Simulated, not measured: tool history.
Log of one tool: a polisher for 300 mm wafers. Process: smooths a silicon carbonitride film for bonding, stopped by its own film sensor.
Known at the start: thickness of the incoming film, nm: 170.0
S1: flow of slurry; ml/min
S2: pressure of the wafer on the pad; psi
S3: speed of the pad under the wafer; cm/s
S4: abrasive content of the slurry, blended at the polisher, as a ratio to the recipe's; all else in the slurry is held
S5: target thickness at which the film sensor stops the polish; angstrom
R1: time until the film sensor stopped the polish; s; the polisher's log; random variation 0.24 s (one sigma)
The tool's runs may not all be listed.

| run | hour | S1 | S2 | S3 | S4 | S5 | R1 |
|---|---|---|---|---|---|---|---|
| 1 | 0 | 215 | 2.4 | 98 | 1 | 1530 | 50.058 |
| 2 | 2.3 | 165 | 2.4 | 98 | 1 | 1530 | 52.781 |
| 3 | 9.6 | 165 | 2.4 | 98 | 1 | 1530 | 52.565 |
| 4 | 13.6 | 185 | 2.8 | 102 | 1 | 1530 | 42.676 |
| 5 | 19.3 | 185 | 2.4 | 102 | 1 | 1530 | 49.618 |
| 6 | 27.7 | 185 | 2.4 | 102 | 1 | 1530 | 48.923 |

Run 7 comes next. What will it give?
| 7 | 34.2 | 205 | 2.8 | 104 | 1 | 1530 | ? |

Run 7 gave R1 40.846 s.

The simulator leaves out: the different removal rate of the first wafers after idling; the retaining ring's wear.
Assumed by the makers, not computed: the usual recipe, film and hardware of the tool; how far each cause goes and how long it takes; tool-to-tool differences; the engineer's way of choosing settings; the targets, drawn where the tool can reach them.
